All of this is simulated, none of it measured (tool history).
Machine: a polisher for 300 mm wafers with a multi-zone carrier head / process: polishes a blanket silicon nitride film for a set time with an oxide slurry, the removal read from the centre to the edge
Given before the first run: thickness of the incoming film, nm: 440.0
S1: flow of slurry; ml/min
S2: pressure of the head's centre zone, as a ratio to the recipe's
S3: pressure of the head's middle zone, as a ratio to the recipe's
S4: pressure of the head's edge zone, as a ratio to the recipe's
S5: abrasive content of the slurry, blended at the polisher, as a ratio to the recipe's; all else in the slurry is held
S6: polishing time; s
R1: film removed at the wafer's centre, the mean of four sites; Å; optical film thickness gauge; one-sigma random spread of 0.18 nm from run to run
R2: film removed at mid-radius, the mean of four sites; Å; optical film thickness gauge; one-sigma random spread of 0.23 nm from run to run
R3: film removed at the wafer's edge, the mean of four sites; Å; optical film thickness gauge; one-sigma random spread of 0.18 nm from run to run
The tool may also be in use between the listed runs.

| run | hour | S1 | S2 | S3 | S4 | S5 | S6 | R1 | R2 | R3 |
|---|---|---|---|---|---|---|---|---|---|---|
| 1 | 0.0 | 170 | 1.00 | 1.00 | 1.00 | 1.00 | 30 | 146.23 | 142.71 | 144.63 |
| 2 | 6.4 | 170 | 1.00 | 1.00 | 1.00 | 1.00 | 27 | 129.48 | 126.61 | 129.52 |
| 3 | 9.4 | 170 | 1.00 | 1.00 | 1.00 | 1.10 | 27 | 135.22 | 135.70 | 133.29 |
| 4 | 11.2 | 180 | 1.03 | 1.03 | 1.03 | 1.20 | 27 | 145.14 | 145.69 | 144.76 |
| 5 | 13.3 | 190 | 1.06 | 1.06 | 1.02 | 1.25 | 27 | 156.86 | 151.37 | 145.05 |
| 6 | 21.6 | 200 | 1.06 | 1.09 | 1.03 | 1.30 | 27 | 158.82 | 158.31 | 147.01 |
| 7 | 25.4 | 205 | 1.07 | 1.11 | 1.04 | 1.35 | 27 | 162.30 | 165.96 | 147.05 |
| 8 | 33.4 | 205 | 1.08 | 1.12 | 1.06 | 1.40 | 27 | 166.16 | 163.75 | 153.70 |
| 9 | 36.4 | 210 | 1.08 | 1.13 | 1.06 | 1.40 | 27 | 167.61 | 175.57 | 156.73 |
| 10 | 39.5 | 220 | 1.09 | 1.13 | 1.07 | 1.40 | 27 | 172.45 | 175.23 | 155.60 |

Run 11 is up next; what results do you expect?
| 11 | 40.8 | 225 | 1.09 | 1.13 | 1.08 | 1.40 | 27 | ? | ? | ? |

{"run 11": {"R1": 167.84, "R2": 176.22, "R3": 155.51}}
